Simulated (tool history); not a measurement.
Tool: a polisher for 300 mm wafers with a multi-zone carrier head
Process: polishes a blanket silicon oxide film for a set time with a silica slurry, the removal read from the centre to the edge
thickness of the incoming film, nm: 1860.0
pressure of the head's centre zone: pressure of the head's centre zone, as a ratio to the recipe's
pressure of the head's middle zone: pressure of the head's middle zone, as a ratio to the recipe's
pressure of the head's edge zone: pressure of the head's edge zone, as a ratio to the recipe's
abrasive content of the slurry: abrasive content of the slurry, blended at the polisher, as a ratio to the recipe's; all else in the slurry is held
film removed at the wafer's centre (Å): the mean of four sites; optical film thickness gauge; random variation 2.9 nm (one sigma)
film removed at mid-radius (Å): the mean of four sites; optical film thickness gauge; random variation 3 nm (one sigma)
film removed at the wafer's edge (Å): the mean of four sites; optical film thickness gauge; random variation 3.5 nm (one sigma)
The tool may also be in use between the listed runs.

run,day,flow of slurry (ml/min),pressure of the head's centre zone,pressure of the head's middle zone,pressure of the head's edge zone,abrasive content of the slurry,polishing time (s),film removed at the wafer's centre (Å),film removed at mid-radius (Å),film removed at the wafer's edge (Å)
1,0.000,210,1.00,1.00,1.00,1.00,50,1636.3,1671.8,1685.8
2,0.342,210,1.00,1.00,1.00,1.00,62,2023.8,2049.4,2112.3
3,0.467,210,1.00,1.00,1.00,0.90,62,1923.7,1999.5,1963.4
4,0.500,225,1.05,1.05,1.00,1.00,62,2192.2,2206.9,2068.3
5,0.571,235,1.07,1.07,1.02,1.05,62,2235.3,2266.1,2150.4
# day 0.742: slurry nozzle cleaned
6,0.742,240,1.10,1.09,1.02,1.10,62,2519.4,2417.4,2269.0
7,1.104,245,1.11,1.11,1.03,1.10,62,2492.4,2493.7,2253.1
8,1.308,250,1.12,1.11,1.04,1.10,62,2512.3,2477.5,2240.8

The next listed run, before its measurement:
9,1.525,250,1.13,1.11,1.05,1.15,62,?,?,?

film removed at the wafer's centre (Å): 2642.2
film removed at mid-radius (Å): 2539.4
film removed at the wafer's edge (Å): 2390.4
